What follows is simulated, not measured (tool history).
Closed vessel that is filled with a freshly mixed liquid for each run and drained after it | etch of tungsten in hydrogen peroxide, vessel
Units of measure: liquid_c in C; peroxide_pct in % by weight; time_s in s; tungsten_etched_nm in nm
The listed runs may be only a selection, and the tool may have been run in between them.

run 1 hour=0 | liquid_c=50 peroxide_pct=20.5 time_s=105 | tungsten_etched_nm=129.85
run 2 hour=0.6 | liquid_c=51 peroxide_pct=20.5 time_s=105 | tungsten_etched_nm=140.35
run 3 hour=7.6 | liquid_c=45.5 peroxide_pct=20.5 time_s=105 | tungsten_etched_nm=98.675
run 4 hour=16.2 | liquid_c=45.5 peroxide_pct=20.5 time_s=110 | tungsten_etched_nm=103.69
run 5 hour=22.5 | liquid_c=47 peroxide_pct=20.5 time_s=110 | tungsten_etched_nm=115.19
run 6 hour=29.1 | liquid_c=47 peroxide_pct=24 time_s=110 | tungsten_etched_nm=124.16
run 7 hour=30.6 | liquid_c=48 peroxide_pct=24 time_s=110 | tungsten_etched_nm=132.38
run 8 hour=32.9 | liquid_c=49 peroxide_pct=24 time_s=110 | tungsten_etched_nm=140.11
run 9 hour=40.6 | liquid_c=57 peroxide_pct=24 time_s=110 | tungsten_etched_nm=225.48

Run 10 is up next; what results do you expect?
run 10 hour=44.7 | liquid_c=56.5 peroxide_pct=24 time_s=110 | tungsten_etched_nm=?

{"run 10": {"tungsten_etched_nm": 220.62}}
